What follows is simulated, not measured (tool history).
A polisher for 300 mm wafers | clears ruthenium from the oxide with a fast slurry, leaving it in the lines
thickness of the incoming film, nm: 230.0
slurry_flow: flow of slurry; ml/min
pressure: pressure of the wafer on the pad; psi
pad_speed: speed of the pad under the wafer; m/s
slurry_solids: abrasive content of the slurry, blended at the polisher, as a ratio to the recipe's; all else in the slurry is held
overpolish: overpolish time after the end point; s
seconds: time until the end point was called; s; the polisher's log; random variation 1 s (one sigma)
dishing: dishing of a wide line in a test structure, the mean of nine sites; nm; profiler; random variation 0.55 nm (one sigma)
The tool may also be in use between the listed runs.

run,day,slurry_flow,pressure,pad_speed,slurry_solids,overpolish,seconds,dishing
1,0.000,165,2.4,0.98,1.0,20,62.785,53.371
2,0.188,145,2.4,0.98,1.0,20,65.106,54.138
3,0.254,165,2.4,0.98,1.0,20,63.154,52.110
4,0.350,165,2.2,0.98,1.0,18,67.883,46.922
5,0.679,165,2.0,0.98,1.0,15,72.013,37.001
6,1.004,160,1.9,0.98,1.0,14,74.961,33.779
7,1.196,160,1.9,0.98,1.0,14,76.183,35.182
8,1.367,160,1.9,0.98,1.0,14,75.109,34.845
9,1.450,155,1.8,0.98,1.0,13,77.004,30.871
10,1.692,155,1.7,0.98,1.0,13,79.802,29.262
11,1.875,155,1.6,0.98,1.0,13,84.360,28.687

The next listed run, before its measurement:
12,1.962,155,1.6,0.98,1.0,13,?,?

{"run 12": {"seconds": 83.715, "dishing": 28.592}}
